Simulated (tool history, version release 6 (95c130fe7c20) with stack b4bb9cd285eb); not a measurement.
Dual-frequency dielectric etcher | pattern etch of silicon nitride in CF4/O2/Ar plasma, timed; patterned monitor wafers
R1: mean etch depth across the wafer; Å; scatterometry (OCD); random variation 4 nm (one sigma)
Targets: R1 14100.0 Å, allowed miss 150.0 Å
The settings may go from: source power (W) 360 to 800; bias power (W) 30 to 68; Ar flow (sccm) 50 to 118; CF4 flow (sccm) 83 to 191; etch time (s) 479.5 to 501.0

Run 1, day 0.000: source power (W) 580, bias power (W) 49, Ar flow (sccm) 84, CF4 flow (sccm) 137, etch time (s) 479.5. Result: R1 10299.0 Å.
Run 2, day 0.042: source power (W) 580, bias power (W) 49, Ar flow (sccm) 98, CF4 flow (sccm) 137, etch time (s) 479.5. Result: R1 10195.0 Å.
Run 3, day 0.146: source power (W) 490, bias power (W) 49, Ar flow (sccm) 98, CF4 flow (sccm) 137, etch time (s) 479.5. Result: R1 8525.1 Å.
Run 4, day 0.512: source power (W) 540, bias power (W) 49, Ar flow (sccm) 98, CF4 flow (sccm) 137, etch time (s) 479.5. Result: R1 9515.2 Å.
Run 5, day 0.708: source power (W) 580, bias power (W) 49, Ar flow (sccm) 98, CF4 flow (sccm) 137, etch time (s) 479.5. Result: R1 10216.0 Å.
Run 6, day 0.808: source power (W) 610, bias power (W) 49, Ar flow (sccm) 98, CF4 flow (sccm) 137, etch time (s) 479.5. Result: R1 10821.0 Å.
Run 7, day 0.962: source power (W) 640, bias power (W) 49, Ar flow (sccm) 98, CF4 flow (sccm) 137, etch time (s) 479.5. Result: R1 11309.0 Å.
Run 8, day 1.325: source power (W) 660, bias power (W) 49, Ar flow (sccm) 98, CF4 flow (sccm) 137, etch time (s) 479.5. Result: R1 11649.0 Å.
Run 9, day 1.617: source power (W) 680, bias power (W) 49, Ar flow (sccm) 98, CF4 flow (sccm) 137, etch time (s) 479.5. Result: R1 12091.0 Å.
Run 10, day 1.925: source power (W) 700, bias power (W) 49, Ar flow (sccm) 98, CF4 flow (sccm) 137, etch time (s) 479.5. Result: R1 12428.0 Å.
Run 11, day 2.108: source power (W) 700, bias power (W) 49, Ar flow (sccm) 98, CF4 flow (sccm) 137, etch time (s) 479.5. Result: R1 12424.0 Å.
Run 12, day 2.417: source power (W) 720, bias power (W) 49, Ar flow (sccm) 98, CF4 flow (sccm) 137, etch time (s) 479.5. Result: R1 12847.0 Å.
Run 13, day 2.625: source power (W) 730, bias power (W) 49, Ar flow (sccm) 98, CF4 flow (sccm) 137, etch time (s) 479.5. Result: R1 12966.0 Å.
Run 14, day 2.742: source power (W) 740, bias power (W) 49, Ar flow (sccm) 98, CF4 flow (sccm) 137, etch time (s) 479.5. Result: R1 13150.0 Å.
Run 15, day 3.038: source power (W) 750, bias power (W) 49, Ar flow (sccm) 98, CF4 flow (sccm) 137, etch time (s) 479.5. Result: R1 13362.0 Å.
At day 3.404: CF4 flow controller replaced.
Run 16, day 3.404: source power (W) 760, bias power (W) 49, Ar flow (sccm) 98, CF4 flow (sccm) 137, etch time (s) 479.5. Result: R1 13575.0 Å.
Run 17, day 3.500: source power (W) 770, bias power (W) 49, Ar flow (sccm) 98, CF4 flow (sccm) 137, etch time (s) 479.5. Result: R1 13739.0 Å.

5 next moves are on the table. One of them brings every result within its allowed miss. Which?
Run A, day 3.596: source power (W) 740, bias power (W) 52, Ar flow (sccm) 107, CF4 flow (sccm) 122, etch time (s) 501.0. Result: R1 ?.
Run B, day 3.596: source power (W) 800, bias power (W) 52, Ar flow (sccm) 105, CF4 flow (sccm) 111, etch time (s) 479.5. Result: R1 ?.
Run C, day 3.596: source power (W) 760, bias power (W) 48, Ar flow (sccm) 99, CF4 flow (sccm) 141, etch time (s) 484.5. Result: R1 ?.
Run D, day 3.596: source power (W) 800, bias power (W) 47, Ar flow (sccm) 108, CF4 flow (sccm) 128, etch time (s) 492.0. Result: R1 ?.
Run E, day 3.596: source power (W) 790, bias power (W) 48, Ar flow (sccm) 96, CF4 flow (sccm) 112, etch time (s) 486.0. Result: R1 ?.

move       R1
   A  13686.0
   B  13892.0
   C  13700.0
   D  14133.0
   E  13673.0
A: further off than the last run
B: nearer than the last run, and not there yet
C: further off than the last run
D: meets every target
E: further off than the last run
Move D is the one to make.

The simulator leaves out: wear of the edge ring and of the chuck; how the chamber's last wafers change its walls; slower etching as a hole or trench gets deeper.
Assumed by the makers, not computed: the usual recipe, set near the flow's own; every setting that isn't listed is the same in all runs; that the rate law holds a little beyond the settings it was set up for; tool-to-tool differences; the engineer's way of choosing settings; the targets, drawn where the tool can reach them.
